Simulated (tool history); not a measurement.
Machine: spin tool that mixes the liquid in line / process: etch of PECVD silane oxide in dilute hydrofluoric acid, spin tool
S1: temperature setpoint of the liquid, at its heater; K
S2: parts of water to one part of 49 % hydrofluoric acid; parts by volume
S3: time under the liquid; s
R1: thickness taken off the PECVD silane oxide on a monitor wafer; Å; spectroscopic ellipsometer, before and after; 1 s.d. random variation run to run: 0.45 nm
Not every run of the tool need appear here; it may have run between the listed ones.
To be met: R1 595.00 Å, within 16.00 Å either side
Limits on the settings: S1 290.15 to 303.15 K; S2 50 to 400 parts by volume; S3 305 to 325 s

run	hour	S1	S2	S3	R1
1	0.0	295.15	225	305	273.07
2	3.1	296.65	205	305	321.78
3	11.2	298.15	190	305	372.10
4	17.8	301.65	190	305	424.29
5	22.9	301.65	260	305	284.72
6	27.0	301.65	210	305	372.51
7	32.6	302.15	190	305	425.01
8	33.5	302.15	190	305	433.26
9	36.9	302.15	180	305	455.05
10	41.0	302.15	170	305	491.11
11	45.2	302.15	165	305	516.46
12	52.1	302.15	160	305	531.38
13	55.0	302.15	155	305	552.95
14	62.6	303.15	145	305	614.73

Next run, 4 choices. One meets every target within its allowed miss, the rest don't. Which?
A	70.2	303.15	140	305	?
B	70.2	301.65	150	325	?
C	70.2	302.65	140	305	?
D	70.2	303.15	145	315	?

move	R1
A	650.76
B	604.94
C	639.04
D	644.64
A: further off than the last run
B: each result inside its tolerance
C: further off than the last run
D: further off than the last run
Move B is the one to make.

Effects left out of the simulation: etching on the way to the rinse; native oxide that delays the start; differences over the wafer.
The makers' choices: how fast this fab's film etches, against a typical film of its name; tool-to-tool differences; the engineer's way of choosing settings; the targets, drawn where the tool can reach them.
